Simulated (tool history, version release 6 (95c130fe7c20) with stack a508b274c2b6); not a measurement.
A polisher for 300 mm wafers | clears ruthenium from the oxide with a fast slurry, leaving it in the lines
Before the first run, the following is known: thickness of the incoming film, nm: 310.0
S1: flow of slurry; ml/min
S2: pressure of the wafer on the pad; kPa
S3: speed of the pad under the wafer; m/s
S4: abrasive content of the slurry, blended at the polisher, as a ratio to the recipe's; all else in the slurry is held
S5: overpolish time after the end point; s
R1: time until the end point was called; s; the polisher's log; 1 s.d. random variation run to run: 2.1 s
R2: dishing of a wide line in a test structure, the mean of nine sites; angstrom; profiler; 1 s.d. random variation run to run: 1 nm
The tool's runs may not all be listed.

run  hour   S1    S2    S3   S4  S5      R1      R2
  1     0  210  17.9     1    1  27  86.295  734.97
  2   1.5  210  22.1     1    1  27  71.963  856.01
  3     5  210  22.1   1.2    1  27   61.41  955.78
  4  12.3  210  20.7  1.18    1  28  67.537   919.5
  5  19.6  210  20.7  1.18  1.1  28  65.169  951.84
  6  24.3  210  20.7  1.18  1.1  34  63.567  1045.7
  7  27.2  210  19.3  1.18  1.1  35  68.205  1070.7
  8  29.3  210  17.9  1.18  1.1  35  71.267   993.5
  9    37  205  13.1  1.06  1.1  46  108.71  911.05
 10  39.5  205  13.1  1.06  1.1  46  108.21   930.1
 11  48.3  205  12.4  1.06  1.1  44  113.29  854.19

Run 12 has not been measured yet. What should we expect?
 12  54.6  205  12.4  1.06  1.1  43   ?   ?

Run 12 gave R1 116.94 s, R2 843.56 angstrom.

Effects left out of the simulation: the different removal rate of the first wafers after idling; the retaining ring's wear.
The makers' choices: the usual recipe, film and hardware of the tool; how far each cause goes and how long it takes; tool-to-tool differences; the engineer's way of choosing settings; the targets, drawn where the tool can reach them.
